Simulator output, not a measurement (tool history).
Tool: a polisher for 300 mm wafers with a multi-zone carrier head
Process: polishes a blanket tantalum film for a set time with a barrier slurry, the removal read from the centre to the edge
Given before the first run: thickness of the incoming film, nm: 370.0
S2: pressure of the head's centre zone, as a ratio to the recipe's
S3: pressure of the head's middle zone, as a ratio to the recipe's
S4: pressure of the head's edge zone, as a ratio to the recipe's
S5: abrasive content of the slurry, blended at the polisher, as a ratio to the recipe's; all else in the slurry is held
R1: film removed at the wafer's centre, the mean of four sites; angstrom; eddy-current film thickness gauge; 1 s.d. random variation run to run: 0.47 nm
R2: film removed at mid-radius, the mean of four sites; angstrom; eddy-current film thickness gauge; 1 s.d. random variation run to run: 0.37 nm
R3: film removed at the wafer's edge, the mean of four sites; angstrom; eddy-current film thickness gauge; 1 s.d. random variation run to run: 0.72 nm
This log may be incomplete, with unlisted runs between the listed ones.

Run 1, hour 0: flow of slurry (ml/min) 280, S2 1, S3 1, S4 1, S5 1, polishing time (s) 65. Result: R1 862.85 angstrom, R2 849.17 angstrom, R3 837.36 angstrom.
Run 2, hour 1.6: flow of slurry (ml/min) 280, S2 1, S3 1, S4 1, S5 1, polishing time (s) 78. Result: R1 1015.4 angstrom, R2 1008 angstrom, R3 1028.4 angstrom.
Run 3, hour 4.5: flow of slurry (ml/min) 280, S2 1, S3 0.97, S4 0.98, S5 0.9, polishing time (s) 74. Result: R1 959.56 angstrom, R2 923.24 angstrom, R3 919.55 angstrom.
Run 4, hour 5.6: flow of slurry (ml/min) 280, S2 1.07, S3 0.97, S4 0.98, S5 0.9, polishing time (s) 74. Result: R1 992.68 angstrom, R2 913.8 angstrom, R3 938.18 angstrom.
Run 5, hour 7.9: flow of slurry (ml/min) 270, S2 1.05, S3 0.94, S4 0.98, S5 0.85, polishing time (s) 71. Result: R1 927.95 angstrom, R2 834.3 angstrom, R3 872.04 angstrom.
Run 6, hour 16.5: flow of slurry (ml/min) 260, S2 1.03, S3 0.92, S4 0.97, S5 0.8, polishing time (s) 69. Result: R1 872.21 angstrom, R2 781.7 angstrom, R3 836.58 angstrom.
Run 7, hour 18.4: flow of slurry (ml/min) 265, S2 1.02, S3 0.91, S4 0.95, S5 0.75, polishing time (s) 67. Result: R1 813.82 angstrom, R2 745.02 angstrom, R3 779.4 angstrom.
Run 8, hour 24.3: flow of slurry (ml/min) 265, S2 1.02, S3 0.91, S4 0.95, S5 0.75, polishing time (s) 67. Result: R1 820.28 angstrom, R2 742.2 angstrom, R3 779.25 angstrom.
Run 9, hour 28.4: flow of slurry (ml/min) 265, S2 1.01, S3 0.89, S4 0.93, S5 0.7, polishing time (s) 66. Result: R1 781.39 angstrom, R2 700.83 angstrom, R3 745.66 angstrom.
Run 10, hour 32.9: flow of slurry (ml/min) 270, S2 1.01, S3 0.88, S4 0.91, S5 0.65, polishing time (s) 65. Result: R1 760.33 angstrom, R2 670.34 angstrom, R3 711.04 angstrom.
Run 11, hour 37.2: flow of slurry (ml/min) 275, S2 1, S3 0.87, S4 0.89, S5 0.6, polishing time (s) 65. Result: R1 738.65 angstrom, R2 652.63 angstrom, R3 687.57 angstrom.
Run 12, hour 42.5: flow of slurry (ml/min) 280, S2 0.99, S3 0.86, S4 0.88, S5 0.6, polishing time (s) 65. Result: R1 732.14 angstrom, R2 644.44 angstrom, R3 697.62 angstrom.
Run 13, hour 48.9: flow of slurry (ml/min) 270, S2 0.99, S3 0.86, S4 0.87, S5 0.6, polishing time (s) 64. Result: R1 703.88 angstrom, R2 631.08 angstrom, R3 664.53 angstrom.
Run 14, hour 57: flow of slurry (ml/min) 260, S2 0.99, S3 0.85, S4 0.86, S5 0.6, polishing time (s) 64. Result: R1 716.02 angstrom, R2 625.82 angstrom, R3 680.42 angstrom.
Run 15, hour 65.4: flow of slurry (ml/min) 270, S2 0.99, S3 0.85, S4 0.85, S5 0.6, polishing time (s) 64. Result: R1 716.19 angstrom, R2 636.22 angstrom, R3 659.22 angstrom.
Run 16, hour 72: flow of slurry (ml/min) 275, S2 0.97, S3 0.81, S4 0.81, S5 0.5, polishing time (s) 62. Result: R1 650.84 angstrom, R2 552.51 angstrom, R3 592.98 angstrom.
Run 17, hour 72.9: flow of slurry (ml/min) 280, S2 0.97, S3 0.82, S4 0.81, S5 0.5, polishing time (s) 62. Result: R1 655.76 angstrom, R2 560.18 angstrom, R3 595.17 angstrom.
Run 18, hour 78.1: flow of slurry (ml/min) 280, S2 0.97, S3 0.82, S4 0.81, S5 0.5, polishing time (s) 62. Result: R1 644.39 angstrom, R2 554.51 angstrom, R3 589.22 angstrom.

The next listed run, before its measurement:
Run 19, hour 86.6: flow of slurry (ml/min) 280, S2 0.97, S3 0.83, S4 0.82, S5 0.5, polishing time (s) 62. Result: R1 ?, R2 ?, R3 ?.

R1: 647.03 angstrom
R2: 562.81 angstrom
R3: 600.53 angstrom

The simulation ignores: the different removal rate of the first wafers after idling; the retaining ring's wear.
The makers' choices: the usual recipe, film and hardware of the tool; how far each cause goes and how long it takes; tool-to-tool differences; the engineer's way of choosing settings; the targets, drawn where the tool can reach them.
